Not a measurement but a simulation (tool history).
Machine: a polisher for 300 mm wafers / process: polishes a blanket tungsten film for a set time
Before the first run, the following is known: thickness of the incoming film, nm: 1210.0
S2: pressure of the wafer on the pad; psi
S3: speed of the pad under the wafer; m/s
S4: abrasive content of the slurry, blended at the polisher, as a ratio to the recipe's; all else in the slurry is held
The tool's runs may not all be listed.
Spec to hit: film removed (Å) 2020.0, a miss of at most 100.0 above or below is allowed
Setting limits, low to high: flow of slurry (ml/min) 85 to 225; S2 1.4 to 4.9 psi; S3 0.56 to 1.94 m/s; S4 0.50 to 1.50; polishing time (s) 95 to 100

{"run": 1, "hour": 0.0, "flow of slurry (ml/min)": 145, "S2": 3.1, "S3": 1.24, "S4": 1.0, "polishing time (s)": 95, "film removed (Å)": 3940.3}
{"run": 2, "hour": 2.8, "flow of slurry (ml/min)": 145, "S2": 3.7, "S3": 1.24, "S4": 1.0, "polishing time (s)": 95, "film removed (Å)": 4645.6}
{"run": 3, "hour": 8.4, "flow of slurry (ml/min)": 145, "S2": 3.0, "S3": 1.16, "S4": 1.0, "polishing time (s)": 95, "film removed (Å)": 3629.6}
{"run": 4, "hour": 10.8, "flow of slurry (ml/min)": 145, "S2": 2.5, "S3": 1.1, "S4": 1.0, "polishing time (s)": 95, "film removed (Å)": 3066.0}
{"run": 5, "hour": 12.4, "flow of slurry (ml/min)": 145, "S2": 2.1, "S3": 1.04, "S4": 1.0, "polishing time (s)": 95, "film removed (Å)": 2548.2}
{"run": 6, "hour": 17.6, "flow of slurry (ml/min)": 145, "S2": 1.9, "S3": 1.02, "S4": 1.0, "polishing time (s)": 95, "film removed (Å)": 2323.2}
{"run": 7, "hour": 25.7, "flow of slurry (ml/min)": 145, "S2": 1.8, "S3": 1.02, "S4": 1.0, "polishing time (s)": 95, "film removed (Å)": 2257.2}
{"run": 8, "hour": 31.0, "flow of slurry (ml/min)": 145, "S2": 1.7, "S3": 1.02, "S4": 1.0, "polishing time (s)": 95, "film removed (Å)": 2181.5}

Below are 4 possible settings for the next run. Only one of them brings all results inside the allowed miss of their targets. Which is it?
{"run": "A", "hour": 36.3, "flow of slurry (ml/min)": 145, "S2": 1.4, "S3": 1.06, "S4": 0.9, "polishing time (s)": 99, "film removed (Å)": "?"}
{"run": "B", "hour": 36.3, "flow of slurry (ml/min)": 185, "S2": 2.4, "S3": 0.74, "S4": 1.05, "polishing time (s)": 100, "film removed (Å)": "?"}
{"run": "C", "hour": 36.3, "flow of slurry (ml/min)": 160, "S2": 1.5, "S3": 1.22, "S4": 0.85, "polishing time (s)": 97, "film removed (Å)": "?"}
{"run": "D", "hour": 36.3, "flow of slurry (ml/min)": 155, "S2": 1.7, "S3": 1.06, "S4": 1.1, "polishing time (s)": 96, "film removed (Å)": "?"}

move=A film_removed_(Å)=2051.8
move=B film_removed_(Å)=2338.9
move=C film_removed_(Å)=2390.4
move=D film_removed_(Å)=2361.3
A: each result inside its tolerance
B: moves away from the targets compared with the last run
C: moves away from the targets compared with the last run
D: moves away from the targets compared with the last run
A is the move that brings every result within its allowed miss.
